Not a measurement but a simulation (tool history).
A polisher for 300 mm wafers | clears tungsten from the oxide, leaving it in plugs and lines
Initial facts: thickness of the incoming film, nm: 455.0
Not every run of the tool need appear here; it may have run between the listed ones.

run	hour	flow of slurry (ml/min)	pressure of the wafer on the pad (kPa)	speed of the pad under the wafer (m/s)	abrasive content of the slurry	overpolish time after the end point (s)	time until the end point was called (s)
1	0	200	29.6	0.86	1	17	80.725
2	6	235	29.6	0.86	1	17	78.938
3	9	235	29.6	0.86	1	17	80.882
4	11.1	235	31	0.86	1	17	75.01
5	19.1	235	31	0.72	1	17	91.182
6	23.8	235	31	0.72	1	19	91.886
7	26.4	235	33.1	0.72	1	19	83.831
8	30.2	235	34.5	0.72	1	19	81.526
9	32.1	235	35.9	0.72	1	19	79.245
10	38.5	235	37.2	0.72	1	19	75.86

Run 11 has not been measured yet. What should we expect?
11	42.1	235	37.2	0.72	1	19	?

time until the end point was called (s): 76.919

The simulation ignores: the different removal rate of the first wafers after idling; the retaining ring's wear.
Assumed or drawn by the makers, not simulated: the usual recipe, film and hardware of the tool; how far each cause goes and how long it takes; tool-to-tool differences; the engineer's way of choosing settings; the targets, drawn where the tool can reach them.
